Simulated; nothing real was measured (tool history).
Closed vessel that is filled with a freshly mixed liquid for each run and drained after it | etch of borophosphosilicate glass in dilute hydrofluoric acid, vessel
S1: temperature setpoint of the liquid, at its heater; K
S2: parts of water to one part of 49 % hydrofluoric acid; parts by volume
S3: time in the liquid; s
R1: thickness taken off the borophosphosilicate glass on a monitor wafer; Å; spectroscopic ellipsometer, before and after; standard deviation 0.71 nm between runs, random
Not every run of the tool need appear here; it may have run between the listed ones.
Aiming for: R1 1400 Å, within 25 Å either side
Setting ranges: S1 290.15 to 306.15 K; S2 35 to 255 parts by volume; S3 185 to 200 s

run,hour,S1,S2,S3,R1
1,0,298.15,145,185,857.72
2,6.4,301.65,145,185,989.02
3,14.6,299.65,145,185,918.49
4,17.4,301.65,140,185,1036.3
5,19.4,298.15,140,185,902.12
# hour 22.2: hydrofluoric acid flow meter replaced
6,22.2,298.15,120,185,1008.8
7,25.4,302.15,115,185,1225.8
8,27.5,303.15,115,185,1278.9
9,33.9,303.65,115,185,1306
10,39.4,304.15,115,185,1322.9
11,43.3,306.15,115,185,1426.5

Which of these 4 next moves meets every target?
A,47.2,306.15,110,185,?
B,47.2,303.65,105,185,?
C,47.2,305.15,110,185,?
D,47.2,306.15,125,200,?

move,R1
A,1496.9
B,1441.4
C,1443.6
D,1393
A: its largest miss is bigger than the last run's
B: its largest miss is bigger than the last run's
C: its largest miss is bigger than the last run's
D: every result lands within tolerance
The move that meets every target is D.
